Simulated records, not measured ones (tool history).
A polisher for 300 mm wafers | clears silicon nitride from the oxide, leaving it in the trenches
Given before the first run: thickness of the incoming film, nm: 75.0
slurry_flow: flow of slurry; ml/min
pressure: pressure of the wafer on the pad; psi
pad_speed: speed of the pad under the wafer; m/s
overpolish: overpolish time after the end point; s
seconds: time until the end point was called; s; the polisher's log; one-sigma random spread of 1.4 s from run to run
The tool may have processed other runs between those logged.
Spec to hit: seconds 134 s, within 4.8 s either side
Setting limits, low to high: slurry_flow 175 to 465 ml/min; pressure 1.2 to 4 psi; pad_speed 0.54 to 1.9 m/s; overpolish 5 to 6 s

run,hour,slurry_flow,pressure,pad_speed,overpolish,seconds
1,0,295,2.6,1.22,6,68.595
2,4.7,295,2.3,1.18,6,76.656
3,12.8,295,2.3,1.3,6,71.835
4,19.3,295,2.1,1.22,6,78.779
5,27.8,295,2.1,0.98,6,89.585
6,29.5,295,1.9,0.92,6,98.723
7,34.8,295,1.8,0.88,6,105.22
8,41,295,1.7,0.86,6,107.54
9,47.7,295,1.6,0.82,6,115.97
10,49.6,295,1.5,0.82,6,120.38
11,53.6,295,1.4,0.82,6,124.22
12,61.9,295,1.3,0.82,6,127.43

Exactly one of the 4 candidate moves below puts every result within its allowed miss. Which one?
A,70.2,350,1.2,0.82,6,?
B,70.2,325,1.4,0.9,5,?
C,70.2,315,1.4,0.8,5,?
D,70.2,280,1.3,0.9,5,?

move,seconds
A,134.74
B,119.42
C,127.13
D,125.56
A: in spec on every target
B: its largest miss is bigger than the last run's
C: roughly where the last run was
D: its largest miss is bigger than the last run's
Move A is the one to make.
